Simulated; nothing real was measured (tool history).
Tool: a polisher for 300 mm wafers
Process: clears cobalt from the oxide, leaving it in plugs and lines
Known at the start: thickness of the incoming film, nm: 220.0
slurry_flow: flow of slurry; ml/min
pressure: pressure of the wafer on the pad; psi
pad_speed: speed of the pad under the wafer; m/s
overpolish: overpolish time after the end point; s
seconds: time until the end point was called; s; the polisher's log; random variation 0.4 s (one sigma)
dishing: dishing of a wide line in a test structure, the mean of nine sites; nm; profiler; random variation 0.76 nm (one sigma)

run 1 hour=0 | slurry_flow=175 pressure=2.4 pad_speed=1.02 overpolish=13 | seconds=34.066 dishing=38.768
run 2 hour=3.6 | slurry_flow=175 pressure=2.7 pad_speed=1.04 overpolish=10 | seconds=29.866 dishing=37.256
run 3 hour=5.6 | slurry_flow=175 pressure=2.7 pad_speed=0.84 overpolish=10 | seconds=38.162 dishing=33.207
run 4 hour=11.4 | slurry_flow=205 pressure=2.7 pad_speed=0.84 overpolish=10 | seconds=35.28 dishing=33.673
run 5 hour=20.3 | slurry_flow=215 pressure=3 pad_speed=0.86 overpolish=9 | seconds=31.25 dishing=35.431
run 6 hour=23.2 | slurry_flow=220 pressure=3.2 pad_speed=0.88 overpolish=7 | seconds=28.789 dishing=31.199
run 7 hour=30 | slurry_flow=220 pressure=3.3 pad_speed=0.9 overpolish=8 | seconds=27.889 dishing=34.134

The next listed run, before its measurement:
run 8 hour=31 | slurry_flow=225 pressure=3.4 pad_speed=0.92 overpolish=8 | seconds=? dishing=?

seconds: 27.135 s
dishing: 34.166 nm

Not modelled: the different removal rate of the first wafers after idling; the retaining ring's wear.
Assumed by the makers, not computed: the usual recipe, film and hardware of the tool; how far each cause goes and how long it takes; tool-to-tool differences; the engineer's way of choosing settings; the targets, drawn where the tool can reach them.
